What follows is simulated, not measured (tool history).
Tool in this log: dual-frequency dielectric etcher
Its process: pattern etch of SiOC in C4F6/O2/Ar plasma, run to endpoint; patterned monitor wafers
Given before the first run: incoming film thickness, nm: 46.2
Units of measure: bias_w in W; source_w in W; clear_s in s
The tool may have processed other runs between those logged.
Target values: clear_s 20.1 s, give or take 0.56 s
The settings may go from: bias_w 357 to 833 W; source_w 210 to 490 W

run 1 hour=0 | bias_w=595 source_w=350 | clear_s=15.425
run 2 hour=0.8 | bias_w=552 source_w=330 | clear_s=16.33
run 3 hour=8 | bias_w=608 source_w=330 | clear_s=15.834
run 4 hour=11.7 | bias_w=571 source_w=310 | clear_s=16.684
run 5 hour=19.7 | bias_w=539 source_w=300 | clear_s=17.239
run 6 hour=22.3 | bias_w=539 source_w=260 | clear_s=18.854
run 7 hour=28.1 | bias_w=525 source_w=260 | clear_s=18.883
run 8 hour=29.2 | bias_w=512 source_w=260 | clear_s=19.02
run 9 hour=32.7 | bias_w=500 source_w=260 | clear_s=19.23
run 10 hour=41.5 | bias_w=491 source_w=260 | clear_s=19.2
run 11 hour=49.4 | bias_w=481 source_w=260 | clear_s=19.532

Which single option among these 4 for the next run brings every result within its allowed miss of target? Just one does.
run A hour=57.3 | bias_w=471 source_w=290 | clear_s=?
run B hour=57.3 | bias_w=449 source_w=250 | clear_s=?
run C hour=57.3 | bias_w=536 source_w=260 | clear_s=?
run D hour=57.3 | bias_w=538 source_w=280 | clear_s=?

move=A clear_s=18.288
move=B clear_s=20.245
move=C clear_s=18.803
move=D clear_s=17.976
A: further off than the last run
B: hits every target within its allowed miss
C: further off than the last run
D: further off than the last run
The right move is B.
